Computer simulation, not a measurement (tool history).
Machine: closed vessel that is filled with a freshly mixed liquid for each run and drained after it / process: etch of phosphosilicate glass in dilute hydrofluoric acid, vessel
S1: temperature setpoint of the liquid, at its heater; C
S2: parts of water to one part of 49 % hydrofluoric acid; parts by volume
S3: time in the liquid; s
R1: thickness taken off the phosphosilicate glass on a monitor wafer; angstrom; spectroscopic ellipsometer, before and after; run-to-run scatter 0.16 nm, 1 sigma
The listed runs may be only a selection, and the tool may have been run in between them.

Run 1, hour 0.0: S1 21.0 C, S2 180 parts by volume, S3 35 s. Result: R1 121.69 angstrom.
Run 2, hour 5.5: S1 23.5 C, S2 175 parts by volume, S3 35 s. Result: R1 139.50 angstrom.
Run 3, hour 6.0: S1 25.0 C, S2 175 parts by volume, S3 35 s. Result: R1 146.03 angstrom.
Run 4, hour 7.4: S1 26.0 C, S2 175 parts by volume, S3 35 s. Result: R1 151.31 angstrom.
Run 5, hour 14.0: S1 26.0 C, S2 215 parts by volume, S3 35 s. Result: R1 117.01 angstrom.
Run 6, hour 16.3: S1 27.0 C, S2 200 parts by volume, S3 35 s. Result: R1 136.41 angstrom.
Run 7, hour 21.6: S1 27.5 C, S2 195 parts by volume, S3 35 s. Result: R1 139.96 angstrom.

Forecast run 8:
Run 8, hour 29.2: S1 28.0 C, S2 190 parts by volume, S3 35 s. Result: R1 ?.

{"run 8": {"R1": 150.25}}
